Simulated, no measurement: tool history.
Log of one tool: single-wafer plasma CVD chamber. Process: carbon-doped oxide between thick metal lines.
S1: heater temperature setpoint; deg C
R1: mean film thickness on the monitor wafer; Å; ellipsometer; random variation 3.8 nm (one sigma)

Run 1, hour 0: S1 350 deg C, chamber pressure (Pa) 884, RF power (W) 665, deposition time (s) 134. Result: R1 8710 Å.
Run 2, hour 1.5: S1 350 deg C, chamber pressure (Pa) 884, RF power (W) 665, deposition time (s) 134. Result: R1 8712.6 Å.
Run 3, hour 5.1: S1 350 deg C, chamber pressure (Pa) 951, RF power (W) 665, deposition time (s) 134. Result: R1 8836.6 Å.
Run 4, hour 12.4: S1 357 deg C, chamber pressure (Pa) 951, RF power (W) 665, deposition time (s) 134. Result: R1 8663.4 Å.
Run 5, hour 16.7: S1 357 deg C, chamber pressure (Pa) 1013, RF power (W) 665, deposition time (s) 134. Result: R1 8747.4 Å.
Run 6, hour 18.5: S1 357 deg C, chamber pressure (Pa) 1071, RF power (W) 665, deposition time (s) 134. Result: R1 8641 Å.

Forecast run 7:
Run 7, hour 24.2: S1 358 deg C, chamber pressure (Pa) 1071, RF power (W) 650, deposition time (s) 134. Result: R1 ?.

R1: 8508.8 Å
